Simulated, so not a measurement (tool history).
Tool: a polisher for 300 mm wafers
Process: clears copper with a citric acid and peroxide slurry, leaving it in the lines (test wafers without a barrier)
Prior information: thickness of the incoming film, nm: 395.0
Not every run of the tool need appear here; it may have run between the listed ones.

run	hour	flow of slurry (ml/min)	pressure of the wafer on the pad (kPa)	speed of the pad under the wafer (cm/s)	abrasive content of the slurry	overpolish time after the end point (s)	time until the end point was called (s)	dishing of a wide line in a test structure (angstrom)
1	0	220	20.7	136	1	14	127.89	352.28
2	2	220	19.3	134	1	14	138.86	314.42
3	9.8	260	19.3	134	1	14	136.72	321.93
4	11.5	260	19.3	134	1	12	138.11	290.27
5	18.2	260	19.3	134	1.15	12	132.92	296.46
6	27.1	260	19.3	134	1.15	16	133.86	381.61
7	34.6	260	17.9	132	1.15	16	146.63	341.62
8	41.8	260	16.5	132	1.15	16	159.01	325.46

What does the tool deliver on the next run?
9	50	255	11	130	1.15	16	?	?

time until the end point was called (s): 232.91
dishing of a wide line in a test structure (angstrom): 226.42
